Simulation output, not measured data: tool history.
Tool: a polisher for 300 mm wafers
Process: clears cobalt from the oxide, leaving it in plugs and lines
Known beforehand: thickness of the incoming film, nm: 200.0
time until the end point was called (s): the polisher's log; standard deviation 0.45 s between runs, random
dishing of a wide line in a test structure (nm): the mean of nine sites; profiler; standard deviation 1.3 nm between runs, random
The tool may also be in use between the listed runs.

run,hour,flow of slurry (ml/min),pressure of the wafer on the pad (psi),speed of the pad under the wafer (m/s),overpolish time after the end point (s),time until the end point was called (s),dishing of a wide line in a test structure (nm)
1,0.0,255,1.3,1.30,23,42.741,63.277
2,8.1,255,1.4,1.30,23,40.104,65.808
3,10.0,255,1.1,1.30,23,51.909,59.518
4,17.7,255,1.3,1.30,23,43.307,65.108
5,20.1,255,1.4,1.30,22,40.713,63.145
6,23.1,295,1.4,1.30,22,40.465,64.530
# hour 31.1: head pressure recalibrated
7,31.1,295,1.5,1.30,22,39.488,66.230

Predict the results of run 8:
8,36.7,285,1.6,1.30,22,?,?

time until the end point was called (s): 37.530
dishing of a wide line in a test structure (nm): 65.879

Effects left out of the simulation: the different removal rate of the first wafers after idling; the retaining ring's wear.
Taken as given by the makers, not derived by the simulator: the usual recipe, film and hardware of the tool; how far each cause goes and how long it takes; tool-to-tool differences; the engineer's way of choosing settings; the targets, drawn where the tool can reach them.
